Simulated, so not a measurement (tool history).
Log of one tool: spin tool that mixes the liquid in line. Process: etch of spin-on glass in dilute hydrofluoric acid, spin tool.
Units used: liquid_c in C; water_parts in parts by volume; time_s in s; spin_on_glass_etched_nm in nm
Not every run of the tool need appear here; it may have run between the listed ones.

{"run": 1, "hour": 0.0, "liquid_c": 21.0, "water_parts": 295, "time_s": 125, "spin_on_glass_etched_nm": 19.645}
{"run": 2, "hour": 8.6, "liquid_c": 21.0, "water_parts": 295, "time_s": 135, "spin_on_glass_etched_nm": 21.012}
{"run": 3, "hour": 16.8, "liquid_c": 21.0, "water_parts": 215, "time_s": 135, "spin_on_glass_etched_nm": 30.916}
{"run": 4, "hour": 21.5, "liquid_c": 22.0, "water_parts": 205, "time_s": 135, "spin_on_glass_etched_nm": 34.241}
{"run": 5, "hour": 23.0, "liquid_c": 22.0, "water_parts": 105, "time_s": 135, "spin_on_glass_etched_nm": 74.273}
{"run": 6, "hour": 25.6, "liquid_c": 22.0, "water_parts": 105, "time_s": 125, "spin_on_glass_etched_nm": 67.487}
{"run": 7, "hour": 26.3, "liquid_c": 21.5, "water_parts": 105, "time_s": 125, "spin_on_glass_etched_nm": 66.667}
{"run": 8, "hour": 33.3, "liquid_c": 21.0, "water_parts": 105, "time_s": 125, "spin_on_glass_etched_nm": 65.412}
{"hour": 41.4, "done": "thermometer replaced"}
{"run": 9, "hour": 41.4, "liquid_c": 20.5, "water_parts": 105, "time_s": 125, "spin_on_glass_etched_nm": 70.153}
{"run": 10, "hour": 48.7, "liquid_c": 21.5, "water_parts": 105, "time_s": 125, "spin_on_glass_etched_nm": 73.696}
{"run": 11, "hour": 51.2, "liquid_c": 21.0, "water_parts": 110, "time_s": 125, "spin_on_glass_etched_nm": 69.63}
{"run": 12, "hour": 54.2, "liquid_c": 22.0, "water_parts": 110, "time_s": 125, "spin_on_glass_etched_nm": 70.492}
{"run": 13, "hour": 54.9, "liquid_c": 18.0, "water_parts": 150, "time_s": 125, "spin_on_glass_etched_nm": 43.323}

What does the tool deliver on the next run?
{"run": 14, "hour": 60.9, "liquid_c": 22.0, "water_parts": 150, "time_s": 125, "spin_on_glass_etched_nm": "?"}

{"run 14": {"spin_on_glass_etched_nm": 50.675}}
